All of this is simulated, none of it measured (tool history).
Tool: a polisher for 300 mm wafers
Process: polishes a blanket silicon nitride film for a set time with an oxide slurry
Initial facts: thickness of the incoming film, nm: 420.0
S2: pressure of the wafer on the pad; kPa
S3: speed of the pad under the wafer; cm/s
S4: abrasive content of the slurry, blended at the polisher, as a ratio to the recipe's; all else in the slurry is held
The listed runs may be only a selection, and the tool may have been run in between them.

run 1 hour=0.0 | flow_of_slurry_(ml/min)=145 S2=16.5 S3=106 S4=1.0 polishing_time_(s)=25 | film_removed_(nm)=9.4000
run 2 hour=8.4 | flow_of_slurry_(ml/min)=145 S2=16.5 S3=106 S4=1.0 polishing_time_(s)=25 | film_removed_(nm)=9.3107
run 3 hour=14.5 | flow_of_slurry_(ml/min)=155 S2=17.9 S3=106 S4=1.0 polishing_time_(s)=25 | film_removed_(nm)=10.2670
run 4 hour=19.9 | flow_of_slurry_(ml/min)=160 S2=19.3 S3=106 S4=1.0 polishing_time_(s)=25 | film_removed_(nm)=10.8420
run 5 hour=28.8 | flow_of_slurry_(ml/min)=160 S2=17.9 S3=106 S4=1.0 polishing_time_(s)=25 | film_removed_(nm)=10.1330
run 6 hour=34.3 | flow_of_slurry_(ml/min)=160 S2=19.3 S3=106 S4=1.0 polishing_time_(s)=25 | film_removed_(nm)=10.9310
run 7 hour=36.8 | flow_of_slurry_(ml/min)=160 S2=20.0 S3=106 S4=1.0 polishing_time_(s)=25 | film_removed_(nm)=11.2030

What does the tool deliver on the next run?
run 8 hour=37.9 | flow_of_slurry_(ml/min)=165 S2=20.7 S3=106 S4=1.0 polishing_time_(s)=25 | film_removed_(nm)=?

film removed (nm): 11.6890

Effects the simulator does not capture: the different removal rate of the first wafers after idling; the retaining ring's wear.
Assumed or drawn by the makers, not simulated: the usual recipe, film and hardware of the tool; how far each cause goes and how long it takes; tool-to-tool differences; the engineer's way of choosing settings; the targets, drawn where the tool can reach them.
